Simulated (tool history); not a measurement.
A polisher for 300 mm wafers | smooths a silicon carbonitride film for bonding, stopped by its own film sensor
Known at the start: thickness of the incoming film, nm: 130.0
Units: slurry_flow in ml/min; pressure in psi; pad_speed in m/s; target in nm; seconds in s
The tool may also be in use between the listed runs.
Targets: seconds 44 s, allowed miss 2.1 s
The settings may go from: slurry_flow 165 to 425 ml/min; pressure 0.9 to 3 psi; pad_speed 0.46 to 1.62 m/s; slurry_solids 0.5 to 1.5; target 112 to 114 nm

{"run": 1, "hour": 0.0, "slurry_flow": 275, "pressure": 1.9, "pad_speed": 1.04, "slurry_solids": 1, "target": 112, "seconds": 74.809}
{"run": 2, "hour": 1.1, "slurry_flow": 275, "pressure": 2.1, "pad_speed": 1.06, "slurry_solids": 1, "target": 112, "seconds": 67.135}
{"run": 3, "hour": 4.9, "slurry_flow": 275, "pressure": 2.1, "pad_speed": 1.06, "slurry_solids": 1.1, "target": 112, "seconds": 63.534}
{"run": 4, "hour": 12.6, "slurry_flow": 275, "pressure": 2.1, "pad_speed": 1.24, "slurry_solids": 1.1, "target": 112, "seconds": 56.613}
{"run": 5, "hour": 18.7, "slurry_flow": 275, "pressure": 2.2, "pad_speed": 1.24, "slurry_solids": 1.1, "target": 112, "seconds": 54.17}
{"run": 6, "hour": 22.6, "slurry_flow": 275, "pressure": 2.3, "pad_speed": 1.24, "slurry_solids": 1.1, "target": 112, "seconds": 52.756}
{"run": 7, "hour": 27.7, "slurry_flow": 275, "pressure": 2.3, "pad_speed": 1.24, "slurry_solids": 1.1, "target": 112, "seconds": 51.219}
{"run": 8, "hour": 33.7, "slurry_flow": 275, "pressure": 2.4, "pad_speed": 1.24, "slurry_solids": 1.1, "target": 112, "seconds": 51.913}
{"run": 9, "hour": 38.9, "slurry_flow": 275, "pressure": 2.5, "pad_speed": 1.26, "slurry_solids": 1.1, "target": 112, "seconds": 48.021}
{"run": 10, "hour": 47.1, "slurry_flow": 275, "pressure": 2.6, "pad_speed": 1.26, "slurry_solids": 1.1, "target": 112, "seconds": 47.542}

Which of these 4 next moves meets every target?
{"run": "A", "hour": 55.3, "slurry_flow": 245, "pressure": 2.7, "pad_speed": 1.36, "slurry_solids": 1.1, "target": 112, "seconds": "?"}
{"run": "B", "hour": 55.3, "slurry_flow": 280, "pressure": 2.6, "pad_speed": 1.3, "slurry_solids": 1.1, "target": 114, "seconds": "?"}
{"run": "C", "hour": 55.3, "slurry_flow": 200, "pressure": 2.8, "pad_speed": 1.38, "slurry_solids": 1.1, "target": 113, "seconds": "?"}
{"run": "D", "hour": 55.3, "slurry_flow": 210, "pressure": 2.3, "pad_speed": 1.36, "slurry_solids": 1.25, "target": 112, "seconds": "?"}

move=A seconds=43.431
move=B seconds=40.599
move=C seconds=40.24
move=D seconds=48.753
A: meets every target
B: takes the result that was furthest off past its target
C: takes the result that was furthest off past its target
D: further off than the last run
Answer: A

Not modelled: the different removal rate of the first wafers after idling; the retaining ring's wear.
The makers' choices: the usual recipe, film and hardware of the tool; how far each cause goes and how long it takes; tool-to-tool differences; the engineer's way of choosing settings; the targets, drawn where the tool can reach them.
